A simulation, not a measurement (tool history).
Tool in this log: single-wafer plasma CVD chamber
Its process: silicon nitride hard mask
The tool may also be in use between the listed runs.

run,day,heater temperature setpoint (°C),chamber pressure (mTorr),RF power (W),deposition time (s),mean film thickness on the monitor wafer (angstrom)
1,0,375,1190,275,84.1,802.97
2,0.292,367,1190,275,84.1,810.34
3,0.638,372,1190,275,84.1,809.43
4,0.883,372,1190,250,84.1,738.91
5,1.167,372,1340,250,84.1,757.27
6,1.208,372,1280,245,84.1,736.46
7,1.571,372,1220,240,84.1,713.03
8,1.75,372,980,225,84.1,625.66
9,1.854,372,970,225,84.1,622.46
10,1.896,372,960,225,84.1,622.73
# day 1.988: RF generator calibrated
11,1.988,372,950,225,84.1,652.16
12,2.238,372,720,200,84.1,532.35
13,2.275,372,750,200,84.1,540.24

Predict the results of run 14:
14,2.554,372,780,200,84.1,?

mean film thickness on the monitor wafer (angstrom): 544.54
